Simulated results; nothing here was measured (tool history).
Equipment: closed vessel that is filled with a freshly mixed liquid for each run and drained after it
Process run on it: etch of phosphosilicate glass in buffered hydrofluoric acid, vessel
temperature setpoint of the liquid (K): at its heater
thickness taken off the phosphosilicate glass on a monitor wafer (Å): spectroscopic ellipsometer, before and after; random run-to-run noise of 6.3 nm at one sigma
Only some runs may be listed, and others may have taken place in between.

run,hour,temperature setpoint of the liquid (K),parts of 40 % ammonium fluoride to one part of 49 % hydrofluoric acid (parts by volume),time in the liquid (s),thickness taken off the phosphosilicate glass on a monitor wafer (Å)
1,0.0,297.15,15.0,100,7406.8
2,7.4,294.15,15.0,100,6244.7
3,14.8,294.15,15.0,100,6174.6
4,16.9,297.65,14.0,100,8083.6
5,24.4,297.65,11.0,100,10212.0
6,33.0,299.15,11.0,100,11049.0
7,37.8,300.65,11.0,100,11971.0
8,41.1,301.65,11.0,100,12702.0
9,49.4,302.15,11.0,100,12927.0
10,50.8,302.65,11.0,100,13285.0
# hour 52.7: hydrofluoric acid flow meter replaced
11,52.7,303.15,11.0,100,12495.0
12,55.0,305.15,10.0,100,15281.0

What will run 13 give?
13,56.4,304.65,10.0,100,?

thickness taken off the phosphosilicate glass on a monitor wafer (Å): 14636.0

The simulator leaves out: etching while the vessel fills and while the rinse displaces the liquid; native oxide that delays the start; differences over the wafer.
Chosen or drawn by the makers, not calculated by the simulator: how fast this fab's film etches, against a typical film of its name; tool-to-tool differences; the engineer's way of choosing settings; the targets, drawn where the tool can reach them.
